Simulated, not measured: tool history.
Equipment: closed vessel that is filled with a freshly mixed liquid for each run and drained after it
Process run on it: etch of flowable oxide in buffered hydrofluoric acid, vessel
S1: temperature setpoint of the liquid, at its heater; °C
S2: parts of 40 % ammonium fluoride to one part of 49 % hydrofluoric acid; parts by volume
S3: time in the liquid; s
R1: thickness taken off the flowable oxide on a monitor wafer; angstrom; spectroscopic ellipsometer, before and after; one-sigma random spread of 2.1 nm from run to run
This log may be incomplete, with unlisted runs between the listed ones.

Run 1, day 0: S1 20 °C, S2 8.5 parts by volume, S3 90 s. Result: R1 2173.3 angstrom.
Run 2, day 0.204: S1 20 °C, S2 8.5 parts by volume, S3 100 s. Result: R1 2390.5 angstrom.
Run 3, day 0.267: S1 20 °C, S2 8.5 parts by volume, S3 100 s. Result: R1 2408.6 angstrom.
Run 4, day 0.596: S1 22 °C, S2 8 parts by volume, S3 100 s. Result: R1 2871.2 angstrom.
Run 5, day 0.967: S1 23.5 °C, S2 7.5 parts by volume, S3 100 s. Result: R1 3352.7 angstrom.
Run 6, day 1.262: S1 23.5 °C, S2 9 parts by volume, S3 100 s. Result: R1 2756 angstrom.

For run 7, what comes out?
Run 7, day 1.417: S1 24.5 °C, S2 8.5 parts by volume, S3 100 s. Result: R1 ?.

{"run 7": {"R1": 3124.5}}
